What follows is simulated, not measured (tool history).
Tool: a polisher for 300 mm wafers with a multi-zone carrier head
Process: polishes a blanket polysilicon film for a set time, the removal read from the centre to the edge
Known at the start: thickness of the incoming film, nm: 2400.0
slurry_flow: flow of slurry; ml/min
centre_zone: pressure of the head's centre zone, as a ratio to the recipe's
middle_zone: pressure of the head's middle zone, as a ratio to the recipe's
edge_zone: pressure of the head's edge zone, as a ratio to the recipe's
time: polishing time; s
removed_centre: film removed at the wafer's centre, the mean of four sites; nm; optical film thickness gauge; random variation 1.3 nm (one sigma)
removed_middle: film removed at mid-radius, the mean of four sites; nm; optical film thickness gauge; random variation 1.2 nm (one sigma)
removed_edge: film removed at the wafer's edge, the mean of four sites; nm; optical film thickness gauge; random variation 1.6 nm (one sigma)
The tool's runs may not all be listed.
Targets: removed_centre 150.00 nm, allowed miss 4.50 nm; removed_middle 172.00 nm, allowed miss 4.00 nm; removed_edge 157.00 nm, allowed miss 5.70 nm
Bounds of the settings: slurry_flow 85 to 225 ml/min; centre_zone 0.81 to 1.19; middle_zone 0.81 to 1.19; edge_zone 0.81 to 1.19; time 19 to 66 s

Run 1, hour 0.0: slurry_flow 145 ml/min, centre_zone 1.00, middle_zone 1.00, edge_zone 1.00, time 42 s. Result: removed_centre 193.54 nm, removed_middle 194.64 nm, removed_edge 190.43 nm.
Run 2, hour 3.6: slurry_flow 135 ml/min, centre_zone 0.98, middle_zone 1.00, edge_zone 0.97, time 41 s. Result: removed_centre 182.02 nm, removed_middle 186.66 nm, removed_edge 179.68 nm.
Run 3, hour 12.5: slurry_flow 125 ml/min, centre_zone 0.96, middle_zone 1.00, edge_zone 0.95, time 41 s. Result: removed_centre 173.83 nm, removed_middle 182.84 nm, removed_edge 177.27 nm.
Run 4, hour 15.4: slurry_flow 125 ml/min, centre_zone 0.96, middle_zone 1.00, edge_zone 0.87, time 41 s. Result: removed_centre 175.77 nm, removed_middle 186.17 nm, removed_edge 164.60 nm.
Run 5, hour 19.5: slurry_flow 120 ml/min, centre_zone 0.94, middle_zone 1.00, edge_zone 0.87, time 41 s. Result: removed_centre 169.35 nm, removed_middle 180.72 nm, removed_edge 167.41 nm.
Run 6, hour 21.6: slurry_flow 120 ml/min, centre_zone 0.94, middle_zone 1.00, edge_zone 0.83, time 41 s. Result: removed_centre 170.33 nm, removed_middle 182.33 nm, removed_edge 164.79 nm.
Run 7, hour 26.7: slurry_flow 115 ml/min, centre_zone 0.93, middle_zone 1.00, edge_zone 0.83, time 41 s. Result: removed_centre 165.14 nm, removed_middle 178.68 nm, removed_edge 162.45 nm.
Run 8, hour 32.2: slurry_flow 115 ml/min, centre_zone 0.93, middle_zone 1.00, edge_zone 0.83, time 41 s. Result: removed_centre 166.29 nm, removed_middle 179.64 nm, removed_edge 162.71 nm.
Run 9, hour 33.6: slurry_flow 110 ml/min, centre_zone 0.92, middle_zone 1.00, edge_zone 0.83, time 41 s. Result: removed_centre 159.65 nm, removed_middle 177.91 nm, removed_edge 163.34 nm.
Run 10, hour 37.2: slurry_flow 105 ml/min, centre_zone 0.92, middle_zone 1.00, edge_zone 0.83, time 41 s. Result: removed_centre 156.93 nm, removed_middle 173.51 nm, removed_edge 158.68 nm.

Which of these 5 next moves meets every target?
Run A, hour 40.8: slurry_flow 115 ml/min, centre_zone 0.95, middle_zone 0.95, edge_zone 0.81, time 40 s. Result: removed_centre ?, removed_middle ?, removed_edge ?.
Run B, hour 40.8: slurry_flow 135 ml/min, centre_zone 0.91, middle_zone 0.92, edge_zone 0.81, time 41 s. Result: removed_centre ?, removed_middle ?, removed_edge ?.
Run C, hour 40.8: slurry_flow 110 ml/min, centre_zone 0.95, middle_zone 0.96, edge_zone 0.85, time 41 s. Result: removed_centre ?, removed_middle ?, removed_edge ?.
Run D, hour 40.8: slurry_flow 110 ml/min, centre_zone 0.88, middle_zone 1.00, edge_zone 0.85, time 40 s. Result: removed_centre ?, removed_middle ?, removed_edge ?.
Run E, hour 40.8: slurry_flow 100 ml/min, centre_zone 1.02, middle_zone 1.09, edge_zone 0.84, time 39 s. Result: removed_centre ?, removed_middle ?, removed_edge ?.

move  removed_centre  removed_middle  removed_edge
   A          165.52          167.77        154.94
   B          170.30          174.58        163.58
   C          167.16          171.23        160.75
   D          151.01          172.95        156.75
   E          165.10          175.88        148.74
A: further off than the last run
B: further off than the last run
C: further off than the last run
D: meets every target
E: further off than the last run
Answer: D
